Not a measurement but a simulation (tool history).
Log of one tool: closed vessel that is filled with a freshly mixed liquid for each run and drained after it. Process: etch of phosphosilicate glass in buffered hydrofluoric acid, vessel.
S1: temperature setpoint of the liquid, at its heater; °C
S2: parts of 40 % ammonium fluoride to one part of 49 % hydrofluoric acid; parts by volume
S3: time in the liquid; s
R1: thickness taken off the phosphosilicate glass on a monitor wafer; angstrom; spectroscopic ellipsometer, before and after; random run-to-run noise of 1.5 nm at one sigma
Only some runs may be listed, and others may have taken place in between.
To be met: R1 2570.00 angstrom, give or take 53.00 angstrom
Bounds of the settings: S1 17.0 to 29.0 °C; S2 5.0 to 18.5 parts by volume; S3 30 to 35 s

| run | hour | S1 | S2 | S3 | R1 |
|---|---|---|---|---|---|
| 1 | 0.0 | 21.0 | 11.5 | 35 | 1368.30 |
| 2 | 8.8 | 22.0 | 11.0 | 35 | 1504.70 |
| 3 | 16.9 | 19.5 | 11.0 | 35 | 1295.60 |
| 4 | 24.5 | 19.5 | 13.5 | 35 | 1066.30 |
| 5 | 25.7 | 19.5 | 13.5 | 30 | 922.59 |
| 6 | 33.9 | 21.0 | 13.0 | 30 | 1029.10 |
| 7 | 42.3 | 22.0 | 12.0 | 30 | 1184.90 |
| 8 | 48.2 | 23.0 | 11.0 | 30 | 1361.00 |
| 9 | 49.7 | 27.0 | 7.5 | 30 | 2420.80 |

5 candidate next runs follow, results not yet known. Just one meets every target within its allowed miss. Identify it.
| A | 51.2 | 28.0 | 8.5 | 35 | ? |
| B | 51.2 | 28.0 | 7.0 | 30 | ? |
| C | 51.2 | 27.5 | 9.5 | 35 | ? |
| D | 51.2 | 26.5 | 9.0 | 35 | ? |
| E | 51.2 | 26.0 | 7.5 | 30 | ? |

| move | R1 |
|---|---|
| A | 2608.50 |
| B | 2757.70 |
| C | 2307.80 |
| D | 2263.20 |
| E | 2300.70 |
A: all results land within tolerance of their targets
B: carries the result that was furthest off beyond its target, to the other side
C: its largest miss is bigger than the last run's
D: its largest miss is bigger than the last run's
E: its largest miss is bigger than the last run's
Go with A: it meets all targets.
